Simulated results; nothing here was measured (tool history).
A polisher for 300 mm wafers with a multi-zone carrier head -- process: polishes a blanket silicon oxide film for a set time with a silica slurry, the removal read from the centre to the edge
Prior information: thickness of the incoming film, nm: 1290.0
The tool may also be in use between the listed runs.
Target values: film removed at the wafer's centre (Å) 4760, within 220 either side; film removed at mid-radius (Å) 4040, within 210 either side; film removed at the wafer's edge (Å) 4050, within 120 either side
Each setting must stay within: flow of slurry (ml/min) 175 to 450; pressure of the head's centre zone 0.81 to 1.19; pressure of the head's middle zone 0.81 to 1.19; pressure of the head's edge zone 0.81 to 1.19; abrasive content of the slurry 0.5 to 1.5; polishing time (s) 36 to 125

run	hour	flow of slurry (ml/min)	pressure of the head's centre zone	pressure of the head's middle zone	pressure of the head's edge zone	abrasive content of the slurry	polishing time (s)	film removed at the wafer's centre (Å)	film removed at mid-radius (Å)	film removed at the wafer's edge (Å)
1	0	290	1	1	1	1	80	3329.5	3416.1	3300.8
2	4.1	330	1	1	1	1	80	3441.3	3354.3	3363.1
3	6.2	330	1.03	1	1	1	80	3553.6	3416.7	3314.1
4	8.4	340	1.05	1	1.03	1.1	80	3778.5	3538.1	3501.6
5	9.7	340	1.05	1	1.03	1	80	3578.4	3350	3370.8
6	16.6	340	1.05	1	1.03	1	72	3276.1	3113.7	3035.4
7	18.3	350	1.07	1	1.05	1.15	73	3557.4	3195.1	3285.7
8	20.1	355	1.17	1.1	1.04	1.4	81	4711.6	4268.2	3966.5
9	24.6	355	1.17	1.09	1.05	1.4	81	4729.2	4297.5	3966.9

Consider the 5 candidate settings below. Which is the only one whose results all fall within their allowed miss of target?
A	29.1	445	1.16	1.19	1.08	1.45	77	?	?	?
B	29.1	380	1.12	1.19	1.01	1.4	82	?	?	?
C	29.1	280	1.18	1.16	0.98	1.3	83	?	?	?
D	29.1	380	1.15	0.98	1.02	1.05	94	?	?	?
E	29.1	345	1.19	1.19	1.03	1.3	81	?	?	?

move	film removed at the wafer's centre (Å)	film removed at mid-radius (Å)	film removed at the wafer's edge (Å)
A	4555.2	4627.9	3911.2
B	4563.8	4810.2	3970.5
C	4580.9	4494.4	3778.5
D	4775.8	4158	4078.5
E	4616.9	4580	3817.6
A: misses by more than the last run did
B: misses by more than the last run did
C: misses by more than the last run did
D: each result inside its tolerance
E: misses by more than the last run did
The right move is D.
